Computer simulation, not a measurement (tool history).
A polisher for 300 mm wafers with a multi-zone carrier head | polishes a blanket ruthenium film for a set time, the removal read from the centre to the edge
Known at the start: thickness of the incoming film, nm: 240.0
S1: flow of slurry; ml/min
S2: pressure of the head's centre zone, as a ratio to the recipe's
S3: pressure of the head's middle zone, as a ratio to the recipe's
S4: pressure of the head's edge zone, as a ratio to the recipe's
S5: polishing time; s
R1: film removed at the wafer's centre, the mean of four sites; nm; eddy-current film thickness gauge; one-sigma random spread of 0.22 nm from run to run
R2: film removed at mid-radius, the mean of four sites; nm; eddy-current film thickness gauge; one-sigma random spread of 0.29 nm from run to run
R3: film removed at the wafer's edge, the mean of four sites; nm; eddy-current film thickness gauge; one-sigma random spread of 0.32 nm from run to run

run 1 hour=0.0 | S1=290 S2=1.00 S3=1.00 S4=1.00 S5=51 | R1=25.154 R2=25.037 R3=25.504
run 2 hour=7.7 | S1=290 S2=1.00 S3=1.04 S4=1.00 S5=51 | R1=25.183 R2=26.066 R3=25.226
run 3 hour=16.1 | S1=295 S2=1.01 S3=1.05 S4=1.02 S5=51 | R1=25.425 R2=26.180 R3=25.718
run 4 hour=23.1 | S1=295 S2=1.01 S3=1.05 S4=1.02 S5=57 | R1=28.356 R2=29.420 R3=29.102
run 5 hour=30.2 | S1=295 S2=1.01 S3=0.99 S4=1.02 S5=57 | R1=28.298 R2=27.876 R3=29.586
run 6 hour=35.4 | S1=300 S2=1.02 S3=1.00 S4=1.02 S5=57 | R1=28.680 R2=27.893 R3=28.894
run 7 hour=36.5 | S1=305 S2=1.03 S3=1.01 S4=1.02 S5=57 | R1=28.740 R2=28.214 R3=28.779

Run 8 is up next; what results do you expect?
run 8 hour=45.4 | S1=305 S2=1.04 S3=1.01 S4=1.02 S5=57 | R1=? R2=? R3=?

{"run 8": {"R1": 29.329, "R2": 28.179, "R3": 29.004}}
